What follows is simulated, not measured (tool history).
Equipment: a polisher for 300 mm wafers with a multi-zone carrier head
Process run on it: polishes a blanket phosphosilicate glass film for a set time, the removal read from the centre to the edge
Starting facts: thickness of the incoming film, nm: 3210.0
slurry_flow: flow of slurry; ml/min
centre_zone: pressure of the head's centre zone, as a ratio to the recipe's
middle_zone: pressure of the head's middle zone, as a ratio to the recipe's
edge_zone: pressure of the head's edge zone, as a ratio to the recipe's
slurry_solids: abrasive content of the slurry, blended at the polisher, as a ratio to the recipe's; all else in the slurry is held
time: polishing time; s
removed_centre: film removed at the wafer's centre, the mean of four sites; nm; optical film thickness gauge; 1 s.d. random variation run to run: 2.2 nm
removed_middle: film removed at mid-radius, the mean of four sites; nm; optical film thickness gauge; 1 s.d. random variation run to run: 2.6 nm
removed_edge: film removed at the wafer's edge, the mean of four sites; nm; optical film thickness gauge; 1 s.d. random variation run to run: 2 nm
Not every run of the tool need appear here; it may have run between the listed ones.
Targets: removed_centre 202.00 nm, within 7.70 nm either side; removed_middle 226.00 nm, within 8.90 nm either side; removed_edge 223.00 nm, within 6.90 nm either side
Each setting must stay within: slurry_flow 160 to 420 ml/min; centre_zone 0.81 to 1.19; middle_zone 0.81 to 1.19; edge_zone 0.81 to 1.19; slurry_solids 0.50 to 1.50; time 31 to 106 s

Run 1, hour 0.0: slurry_flow 270 ml/min, centre_zone 1.00, middle_zone 1.00, edge_zone 1.00, slurry_solids 1.00, time 68 s. Result: removed_centre 406.48 nm, removed_middle 398.62 nm, removed_edge 396.14 nm.
Run 2, hour 7.0: slurry_flow 270 ml/min, centre_zone 0.96, middle_zone 1.00, edge_zone 1.00, slurry_solids 1.00, time 68 s. Result: removed_centre 394.90 nm, removed_middle 400.50 nm, removed_edge 405.49 nm.
Run 3, hour 14.9: slurry_flow 265 ml/min, centre_zone 0.94, middle_zone 1.00, edge_zone 0.98, slurry_solids 0.90, time 63 s. Result: removed_centre 340.06 nm, removed_middle 348.08 nm, removed_edge 348.83 nm.
Run 4, hour 23.2: slurry_flow 255 ml/min, centre_zone 0.91, middle_zone 1.00, edge_zone 0.96, slurry_solids 0.80, time 60 s. Result: removed_centre 283.61 nm, removed_middle 302.92 nm, removed_edge 305.57 nm.
Run 5, hour 24.6: slurry_flow 255 ml/min, centre_zone 0.91, middle_zone 0.94, edge_zone 0.96, slurry_solids 0.80, time 60 s. Result: removed_centre 287.35 nm, removed_middle 288.93 nm, removed_edge 305.83 nm.
Run 6, hour 30.5: slurry_flow 255 ml/min, centre_zone 0.91, middle_zone 0.94, edge_zone 0.96, slurry_solids 0.80, time 48 s. Result: removed_centre 228.43 nm, removed_middle 231.99 nm, removed_edge 243.36 nm.
Run 7, hour 38.8: slurry_flow 250 ml/min, centre_zone 0.90, middle_zone 0.95, edge_zone 0.94, slurry_solids 0.80, time 48 s. Result: removed_centre 230.46 nm, removed_middle 233.82 nm, removed_edge 240.37 nm.
Run 8, hour 46.5: slurry_flow 250 ml/min, centre_zone 0.90, middle_zone 0.95, edge_zone 0.94, slurry_solids 0.80, time 48 s. Result: removed_centre 222.92 nm, removed_middle 232.27 nm, removed_edge 239.54 nm.
Run 9, hour 49.1: slurry_flow 240 ml/min, centre_zone 0.89, middle_zone 0.95, edge_zone 0.93, slurry_solids 0.80, time 48 s. Result: removed_centre 224.11 nm, removed_middle 232.27 nm, removed_edge 237.90 nm.
Run 10, hour 50.0: slurry_flow 235 ml/min, centre_zone 0.88, middle_zone 0.95, edge_zone 0.92, slurry_solids 0.80, time 48 s. Result: removed_centre 221.62 nm, removed_middle 233.28 nm, removed_edge 241.10 nm.
Run 11, hour 52.3: slurry_flow 240 ml/min, centre_zone 0.87, middle_zone 0.96, edge_zone 0.91, slurry_solids 0.80, time 48 s. Result: removed_centre 219.99 nm, removed_middle 231.84 nm, removed_edge 239.89 nm.
Run 12, hour 59.6: slurry_flow 240 ml/min, centre_zone 0.87, middle_zone 0.96, edge_zone 0.91, slurry_solids 0.80, time 48 s. Result: removed_centre 220.83 nm, removed_middle 230.47 nm, removed_edge 240.41 nm.

Which of these 4 next moves meets every target?
Run A, hour 66.9: slurry_flow 220 ml/min, centre_zone 0.87, middle_zone 1.04, edge_zone 0.95, slurry_solids 0.75, time 47 s. Result: removed_centre ?, removed_middle ?, removed_edge ?.
Run B, hour 66.9: slurry_flow 340 ml/min, centre_zone 0.85, middle_zone 0.81, edge_zone 0.86, slurry_solids 0.75, time 53 s. Result: removed_centre ?, removed_middle ?, removed_edge ?.
Run C, hour 66.9: slurry_flow 235 ml/min, centre_zone 0.99, middle_zone 0.94, edge_zone 0.85, slurry_solids 0.75, time 51 s. Result: removed_centre ?, removed_middle ?, removed_edge ?.
Run D, hour 66.9: slurry_flow 220 ml/min, centre_zone 0.81, middle_zone 0.81, edge_zone 0.91, slurry_solids 0.80, time 53 s. Result: removed_centre ?, removed_middle ?, removed_edge ?.

move  removed_centre  removed_middle  removed_edge
   A          205.62          226.58        224.54
   B          238.20          227.04        254.54
   C          252.84          231.50        237.01
   D          226.92          226.88        261.56
A: hits every target within its allowed miss
B: moves away from the targets compared with the last run
C: moves away from the targets compared with the last run
D: moves away from the targets compared with the last run
Go with A: it meets all targets.

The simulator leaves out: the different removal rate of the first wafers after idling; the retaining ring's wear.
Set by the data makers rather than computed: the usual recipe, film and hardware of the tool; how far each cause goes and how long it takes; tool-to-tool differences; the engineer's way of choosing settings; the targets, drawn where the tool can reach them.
